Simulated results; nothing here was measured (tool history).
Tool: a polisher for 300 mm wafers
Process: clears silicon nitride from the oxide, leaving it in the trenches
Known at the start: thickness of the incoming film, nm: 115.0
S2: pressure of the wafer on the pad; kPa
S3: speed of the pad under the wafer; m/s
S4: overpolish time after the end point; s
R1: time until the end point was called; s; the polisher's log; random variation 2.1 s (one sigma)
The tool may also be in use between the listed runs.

Run 1, day 0: flow of slurry (ml/min) 165, S2 20 kPa, S3 1.06 m/s, S4 4 s. Result: R1 108.56 s.
Run 2, day 0.15: flow of slurry (ml/min) 185, S2 20 kPa, S3 1.06 m/s, S4 4 s. Result: R1 106.14 s.
Run 3, day 0.321: flow of slurry (ml/min) 185, S2 18.6 kPa, S3 1.06 m/s, S4 4 s. Result: R1 113.21 s.
Run 4, day 0.512: flow of slurry (ml/min) 185, S2 16.5 kPa, S3 1.06 m/s, S4 4 s. Result: R1 124.37 s.
Run 5, day 0.75: flow of slurry (ml/min) 185, S2 15.9 kPa, S3 1.06 m/s, S4 4 s. Result: R1 131.81 s.
At day 1.083: slurry nozzle cleaned.
Run 6, day 1.083: flow of slurry (ml/min) 185, S2 15.9 kPa, S3 1.06 m/s, S4 3 s. Result: R1 126.33 s.
Run 7, day 1.121: flow of slurry (ml/min) 185, S2 15.2 kPa, S3 1.06 m/s, S4 3 s. Result: R1 126.86 s.

Run 8 comes next. What will it give?
Run 8, day 1.196: flow of slurry (ml/min) 185, S2 14.5 kPa, S3 1.06 m/s, S4 3 s. Result: R1 ?.

Run 8 gave R1 135.95 s.

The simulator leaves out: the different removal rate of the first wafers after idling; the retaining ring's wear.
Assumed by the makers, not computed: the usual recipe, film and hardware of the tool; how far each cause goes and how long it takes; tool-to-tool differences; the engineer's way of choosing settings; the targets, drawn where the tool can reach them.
